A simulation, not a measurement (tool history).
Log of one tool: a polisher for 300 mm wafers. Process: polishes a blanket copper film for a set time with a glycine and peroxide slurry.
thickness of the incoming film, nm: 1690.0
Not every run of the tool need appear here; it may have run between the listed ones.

| run | hour | flow of slurry (ml/min) | pressure of the wafer on the pad (kPa) | speed of the pad under the wafer (cm/s) | polishing time (s) | film removed (nm) |
|---|---|---|---|---|---|---|
| 1 | 0 | 140 | 14.5 | 122 | 63 | 351.28 |
| 2 | 6.3 | 145 | 15.2 | 122 | 63 | 372.15 |
| 3 | 11.8 | 145 | 15.2 | 110 | 63 | 349.55 |
| 4 | 18.4 | 150 | 15.9 | 110 | 63 | 363.85 |
| 5 | 22.4 | 150 | 13.8 | 110 | 63 | 322.33 |
| 6 | 30.8 | 170 | 13.8 | 110 | 63 | 329.84 |

What does the tool deliver on the next run?
| 7 | 33.7 | 175 | 14.5 | 110 | 63 | ? |

Run 7 gave film removed (nm) 336.91.
